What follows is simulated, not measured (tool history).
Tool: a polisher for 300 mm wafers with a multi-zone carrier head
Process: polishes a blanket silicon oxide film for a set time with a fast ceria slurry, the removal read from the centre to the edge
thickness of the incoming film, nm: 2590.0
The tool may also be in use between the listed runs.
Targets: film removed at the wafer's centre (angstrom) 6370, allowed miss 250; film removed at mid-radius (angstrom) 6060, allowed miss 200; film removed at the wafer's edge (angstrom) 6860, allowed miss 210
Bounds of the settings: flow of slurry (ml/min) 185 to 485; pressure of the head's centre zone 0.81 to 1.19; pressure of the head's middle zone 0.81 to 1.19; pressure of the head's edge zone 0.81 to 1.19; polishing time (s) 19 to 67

run,hour,flow of slurry (ml/min),pressure of the head's centre zone,pressure of the head's middle zone,pressure of the head's edge zone,polishing time (s),film removed at the wafer's centre (angstrom),film removed at mid-radius (angstrom),film removed at the wafer's edge (angstrom)
1,0,310,1,1,1,43,7086.3,7708.8,7903
2,3.1,305,1,0.95,0.97,42,7070.7,7123.8,7558.9
3,7.7,305,1,0.95,0.97,51,8608.2,8748.1,9280.2
4,10.1,300,0.98,0.92,0.94,48,8051.4,7951.9,8491.3
5,14.1,295,0.95,0.89,0.93,46,7297.1,7386.4,8054
6,20.9,295,0.95,0.95,0.93,46,7404.2,7762.9,8150.9
7,26.2,290,0.94,0.91,0.91,45,6960.2,7368.5,7808.7
# hour 30.3: edge zone pressure recalibrated
8,30.3,270,1.01,0.81,0.9,39,6464.3,5655.8,6565.2

Which of these 5 next moves meets every target?
A,34.4,260,1.08,0.85,0.81,39,?,?,?
B,34.4,350,1,0.85,0.93,38,?,?,?
C,34.4,330,1.04,0.84,0.98,35,?,?,?
D,34.4,280,1.01,0.89,0.86,40,?,?,?
E,34.4,270,0.95,0.81,0.92,41,?,?,?

move,film removed at the wafer's centre (angstrom),film removed at mid-radius (angstrom),film removed at the wafer's edge (angstrom)
A,6990.2,5984.3,6220.7
B,6468.2,5971.1,6457.9
C,6168,5421.7,6038.9
D,6749.9,6417.1,6531.9
E,6479,6070.9,6839.3
A: brings the result that was furthest off to its target, and leaves another outside
B: brings the result that was furthest off to its target, and leaves another outside
C: further off than the last run
D: takes the result that was furthest off past its target
E: meets every target
The right move is E.

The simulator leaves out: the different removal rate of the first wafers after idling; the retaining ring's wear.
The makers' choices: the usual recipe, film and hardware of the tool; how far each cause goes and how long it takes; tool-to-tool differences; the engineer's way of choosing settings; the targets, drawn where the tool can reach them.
